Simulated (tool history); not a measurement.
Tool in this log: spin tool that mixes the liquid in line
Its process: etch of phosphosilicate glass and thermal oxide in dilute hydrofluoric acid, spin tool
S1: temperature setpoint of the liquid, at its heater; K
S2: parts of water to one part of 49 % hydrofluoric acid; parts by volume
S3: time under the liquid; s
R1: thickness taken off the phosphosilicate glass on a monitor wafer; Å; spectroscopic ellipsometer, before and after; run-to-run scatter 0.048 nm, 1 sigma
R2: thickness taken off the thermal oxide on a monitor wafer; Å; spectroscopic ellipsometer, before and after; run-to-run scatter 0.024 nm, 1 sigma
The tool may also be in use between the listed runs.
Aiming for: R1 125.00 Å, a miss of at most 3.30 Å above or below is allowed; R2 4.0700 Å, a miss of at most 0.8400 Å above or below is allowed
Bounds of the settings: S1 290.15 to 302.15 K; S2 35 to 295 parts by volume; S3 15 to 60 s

run,hour,S1,S2,S3,R1,R2
1,0.0,294.15,165,30,204.32,6.0421
2,4.7,294.15,215,30,148.02,4.8175
3,12.9,293.65,215,30,146.58,4.3768
4,19.3,293.65,215,40,193.32,6.5446
5,23.0,293.15,220,40,185.95,5.4782
6,28.5,293.15,230,40,176.26,5.8797
7,37.0,290.15,265,40,131.42,4.5468
8,39.2,290.65,270,40,131.05,4.2347

Which single option among these 4 for the next run brings every result within its allowed miss of target? Just one does.
A,41.4,291.65,290,40,?,?
B,41.4,301.15,155,15,?,?
C,41.4,296.15,215,25,?,?
D,41.4,296.65,215,25,?,?

move,R1,R2
A,125.18,3.8605
B,143.39,4.4222
C,133.94,4.1307
D,136.43,4.2076
A: all results in spec
B: its largest miss is bigger than the last run's
C: its largest miss is bigger than the last run's
D: its largest miss is bigger than the last run's
So the answer is move A, the one that meets all the targets.

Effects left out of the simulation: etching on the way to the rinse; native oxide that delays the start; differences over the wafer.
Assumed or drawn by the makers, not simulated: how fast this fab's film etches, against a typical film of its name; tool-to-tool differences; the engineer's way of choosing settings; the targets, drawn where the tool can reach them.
